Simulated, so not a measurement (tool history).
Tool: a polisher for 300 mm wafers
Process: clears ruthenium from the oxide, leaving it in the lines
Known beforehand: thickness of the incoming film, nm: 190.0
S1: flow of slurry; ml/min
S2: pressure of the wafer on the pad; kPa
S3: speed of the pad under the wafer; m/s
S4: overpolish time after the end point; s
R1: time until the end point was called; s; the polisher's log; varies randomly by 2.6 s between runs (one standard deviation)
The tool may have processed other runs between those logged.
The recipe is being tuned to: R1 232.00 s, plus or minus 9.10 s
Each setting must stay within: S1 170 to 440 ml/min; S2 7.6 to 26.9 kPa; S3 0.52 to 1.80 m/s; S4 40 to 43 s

run 1 hour=0.0 | S1=280 S2=17.2 S3=1.16 S4=40 | R1=139.54
run 2 hour=7.5 | S1=280 S2=19.3 S3=1.16 S4=40 | R1=122.27
run 3 hour=13.1 | S1=320 S2=19.3 S3=1.16 S4=40 | R1=123.45
run 4 hour=17.6 | S1=320 S2=17.2 S3=1.16 S4=40 | R1=137.62
run 5 hour=25.1 | S1=345 S2=17.2 S3=1.16 S4=40 | R1=136.01
run 6 hour=30.6 | S1=345 S2=15.2 S3=1.16 S4=40 | R1=158.32
run 7 hour=33.3 | S1=345 S2=13.8 S3=1.16 S4=40 | R1=170.51
run 8 hour=33.8 | S1=345 S2=9.0 S3=1.14 S4=40 | R1=259.63

Exercise: of the 5 proposed moves below, exactly one satisfies all targets within the stated allowed misses. Which move is it?
run A hour=34.3 | S1=385 S2=9.7 S3=1.08 S4=43 | R1=?
run B hour=34.3 | S1=345 S2=7.6 S3=1.12 S4=40 | R1=?
run C hour=34.3 | S1=410 S2=8.3 S3=1.12 S4=40 | R1=?
run D hour=34.3 | S1=255 S2=11.0 S3=0.88 S4=40 | R1=?
run E hour=34.3 | S1=360 S2=9.0 S3=1.30 S4=43 | R1=?

move=A R1=253.76
move=B R1=310.79
move=C R1=283.83
move=D R1=270.09
move=E R1=233.78
A: moves toward the targets from the last run without getting all of them in spec
B: its largest miss is bigger than the last run's
C: its largest miss is bigger than the last run's
D: its largest miss is bigger than the last run's
E: in spec on every target
The right move is E.
